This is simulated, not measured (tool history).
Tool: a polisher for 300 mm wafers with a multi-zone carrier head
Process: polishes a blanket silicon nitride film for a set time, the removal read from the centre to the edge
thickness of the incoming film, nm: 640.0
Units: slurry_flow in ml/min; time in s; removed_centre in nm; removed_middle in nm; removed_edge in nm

run    day  slurry_flow  centre_zone  middle_zone  edge_zone  time  removed_centre  removed_middle  removed_edge
  1      0          175            1            1          1    63          77.848           78.51        78.125
  2  0.192          175            1            1          1    75          92.485          95.516        92.208
  3  0.429          175            1            1       0.93    75          92.569          96.764        89.627
  4  0.575          175            1            1       0.92    72          87.668          91.867        85.259
  5  0.942          175            1            1       0.91    69          84.723          89.546         82.15
  6  1.146          175            1            1       0.91    77           95.98          97.678        89.432
  7    1.5          175            1            1       0.91    77          94.533          99.898        89.965
  8  1.838          160         0.99         0.91       0.83    59          70.814          68.822        65.279

The next listed run, before its measurement:
  9  1.983          160         0.99         0.91       0.83    58               ?               ?             ?

removed_centre: 69.552 nm
removed_middle: 67.717 nm
removed_edge: 65.705 nm

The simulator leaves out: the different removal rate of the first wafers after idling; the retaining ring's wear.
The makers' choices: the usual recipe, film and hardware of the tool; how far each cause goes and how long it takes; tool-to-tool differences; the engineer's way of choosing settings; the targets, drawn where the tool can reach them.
